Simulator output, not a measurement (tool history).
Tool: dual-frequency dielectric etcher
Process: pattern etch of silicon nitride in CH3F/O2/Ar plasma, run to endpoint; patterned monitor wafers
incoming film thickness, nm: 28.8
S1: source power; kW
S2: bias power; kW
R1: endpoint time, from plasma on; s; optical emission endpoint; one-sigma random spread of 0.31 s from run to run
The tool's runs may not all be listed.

Run 1, hour 0.0: S1 0.400 kW, S2 0.053 kW. Result: R1 43.407 s.
Run 2, hour 4.0: S1 0.360 kW, S2 0.053 kW. Result: R1 45.223 s.
Run 3, hour 10.9: S1 0.390 kW, S2 0.055 kW. Result: R1 43.120 s.
Run 4, hour 14.0: S1 0.390 kW, S2 0.062 kW. Result: R1 42.276 s.
Run 5, hour 18.0: S1 0.350 kW, S2 0.062 kW. Result: R1 44.197 s.
Run 6, hour 24.1: S1 0.380 kW, S2 0.062 kW. Result: R1 42.771 s.
Run 7, hour 32.4: S1 0.380 kW, S2 0.062 kW. Result: R1 42.906 s.
Run 8, hour 39.8: S1 0.400 kW, S2 0.063 kW. Result: R1 41.361 s.
Run 9, hour 41.2: S1 0.410 kW, S2 0.064 kW. Result: R1 40.762 s.
Run 10, hour 48.7: S1 0.420 kW, S2 0.065 kW. Result: R1 39.755 s.
Run 11, hour 49.7: S1 0.430 kW, S2 0.065 kW. Result: R1 40.422 s.
Run 12, hour 54.1: S1 0.450 kW, S2 0.066 kW. Result: R1 38.976 s.

Run 13 comes next. What will it give?
Run 13, hour 58.7: S1 0.460 kW, S2 0.066 kW. Result: R1 ?.

R1: 38.602 s

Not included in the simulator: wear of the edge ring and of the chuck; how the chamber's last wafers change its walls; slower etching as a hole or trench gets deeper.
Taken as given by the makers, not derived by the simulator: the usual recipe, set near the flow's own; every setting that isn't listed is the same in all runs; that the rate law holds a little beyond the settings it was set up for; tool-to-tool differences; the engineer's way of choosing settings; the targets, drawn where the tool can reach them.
